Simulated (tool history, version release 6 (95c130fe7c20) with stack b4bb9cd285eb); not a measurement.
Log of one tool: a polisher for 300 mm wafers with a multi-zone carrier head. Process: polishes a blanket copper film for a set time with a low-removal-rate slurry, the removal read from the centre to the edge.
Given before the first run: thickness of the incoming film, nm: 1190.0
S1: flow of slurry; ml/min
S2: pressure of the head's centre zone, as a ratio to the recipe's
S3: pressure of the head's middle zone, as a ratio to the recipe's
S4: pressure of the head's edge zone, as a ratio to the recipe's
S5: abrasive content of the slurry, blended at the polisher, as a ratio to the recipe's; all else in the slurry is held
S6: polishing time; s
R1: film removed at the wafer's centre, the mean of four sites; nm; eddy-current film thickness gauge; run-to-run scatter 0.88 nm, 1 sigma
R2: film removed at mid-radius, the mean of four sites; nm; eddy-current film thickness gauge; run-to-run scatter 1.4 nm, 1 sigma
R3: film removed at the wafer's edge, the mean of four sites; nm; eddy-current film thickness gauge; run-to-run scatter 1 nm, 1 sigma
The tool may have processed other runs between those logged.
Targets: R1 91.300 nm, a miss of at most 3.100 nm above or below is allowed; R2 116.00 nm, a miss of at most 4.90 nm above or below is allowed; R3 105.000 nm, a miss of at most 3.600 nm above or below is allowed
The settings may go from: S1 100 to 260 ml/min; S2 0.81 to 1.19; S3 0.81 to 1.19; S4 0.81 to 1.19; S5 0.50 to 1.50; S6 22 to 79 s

run 1 day=0.000 | S1=165 S2=1.00 S3=1.00 S4=1.00 S5=1.00 S6=50 | R1=135.380 R2=140.38 R3=134.500
run 2 day=0.296 | S1=165 S2=1.00 S3=0.96 S4=1.00 S5=1.00 S6=50 | R1=137.690 R2=137.57 R3=134.510
run 3 day=0.442 | S1=165 S2=0.94 S3=0.96 S4=1.00 S5=1.00 S6=50 | R1=127.150 R2=134.43 R3=134.070
run 4 day=0.521 | S1=160 S2=0.92 S3=0.97 S4=0.98 S5=0.95 S6=50 | R1=120.900 R2=137.87 R3=132.480
run 5 day=0.567 | S1=160 S2=0.92 S3=0.97 S4=0.98 S5=1.15 S6=50 | R1=129.160 R2=142.68 R3=139.740
run 6 day=0.842 | S1=160 S2=0.91 S3=0.97 S4=0.97 S5=1.05 S6=50 | R1=124.450 R2=135.17 R3=135.790
run 7 day=0.950 | S1=160 S2=0.91 S3=0.98 S4=0.96 S5=1.00 S6=49 | R1=120.020 R2=133.18 R3=130.020
run 8 day=1.304 | S1=155 S2=0.90 S3=0.99 S4=0.95 S5=0.95 S6=49 | R1=117.450 R2=130.67 R3=126.120
run 9 day=1.567 | S1=150 S2=0.89 S3=1.00 S4=0.95 S5=0.90 S6=49 | R1=114.720 R2=128.80 R3=122.750
run 10 day=1.812 | S1=110 S2=0.81 S3=1.08 S4=0.99 S5=0.65 S6=46 | R1=79.510 R2=107.86 R3=100.540
run 11 day=1.954 | S1=110 S2=0.81 S3=1.08 S4=0.99 S5=0.65 S6=46 | R1=79.852 R2=105.10 R3=98.477

Consider the 4 candidate settings below. Which is the only one whose results all fall within their allowed miss of target?
run A day=2.096 | S1=155 S2=0.97 S3=1.16 S4=0.81 S5=0.70 S6=43 | R1=? R2=? R3=?
run B day=2.096 | S1=125 S2=0.93 S3=1.07 S4=0.88 S5=0.65 S6=49 | R1=? R2=? R3=?
run C day=2.096 | S1=115 S2=0.92 S3=1.19 S4=0.82 S5=0.65 S6=51 | R1=? R2=? R3=?
run D day=2.096 | S1=175 S2=0.85 S3=1.11 S4=1.00 S5=0.95 S6=39 | R1=? R2=? R3=?

move=A R1=99.563 R2=115.45 R3=95.510
move=B R1=100.170 R2=116.30 R3=105.290
move=C R1=100.490 R2=126.12 R3=105.320
move=D R1=89.222 R2=114.84 R3=103.970
A: the result that was furthest off in the last run now lies on the other side of its target
B: the result that was furthest off in the last run now lies on the other side of its target
C: the result that was furthest off in the last run now lies on the other side of its target
D: every result lands within tolerance
D is the move that brings every result within its allowed miss.
